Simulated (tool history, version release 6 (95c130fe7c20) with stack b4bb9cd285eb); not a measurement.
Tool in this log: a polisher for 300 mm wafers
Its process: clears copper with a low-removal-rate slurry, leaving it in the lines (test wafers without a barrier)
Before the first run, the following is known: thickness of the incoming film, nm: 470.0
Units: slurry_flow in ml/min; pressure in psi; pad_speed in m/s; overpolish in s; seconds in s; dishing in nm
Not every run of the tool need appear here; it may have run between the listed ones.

run  hour  slurry_flow  pressure  pad_speed  slurry_solids  overpolish  seconds  dishing
  1     0          310       3.2        1.4              1          21   90.054   60.938
  2   8.1          310       2.7       1.48              1          17   98.506   47.614
  3   8.7          310       2.7       1.48            0.9          17   102.66   46.274
  4  10.7          300       2.3       1.54           0.95          14   111.43   37.124
  5  12.8          300       2.3       1.54           0.95          18   110.46   44.961
  6  20.6          300       1.5       1.54           0.95          18   146.78   34.977

Estimate the outcome of run 7 from the log above:
  7  27.1          265       1.5       1.62              1          14        ?        ?

seconds: 143.12 s
dishing: 28.337 nm
